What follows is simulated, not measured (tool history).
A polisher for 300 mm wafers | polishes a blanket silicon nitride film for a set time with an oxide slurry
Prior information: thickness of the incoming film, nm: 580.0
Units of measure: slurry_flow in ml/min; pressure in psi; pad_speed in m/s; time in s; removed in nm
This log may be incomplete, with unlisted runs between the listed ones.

run,hour,slurry_flow,pressure,pad_speed,slurry_solids,time,removed
1,0,210,4,1.24,1,73,72.513
2,8.8,205,3.8,1.24,1,73,68.734
3,15.2,255,3.8,1.24,1,73,70.855
4,16.2,205,3.8,1.24,1,73,68.68
5,19,205,3.8,1.36,1,73,74.542
6,22.4,200,3.5,1.36,1,73,67.271

Run 7 is up next; what results do you expect?
7,27.2,195,3.3,1.36,1,73,?

removed: 64.23 nm

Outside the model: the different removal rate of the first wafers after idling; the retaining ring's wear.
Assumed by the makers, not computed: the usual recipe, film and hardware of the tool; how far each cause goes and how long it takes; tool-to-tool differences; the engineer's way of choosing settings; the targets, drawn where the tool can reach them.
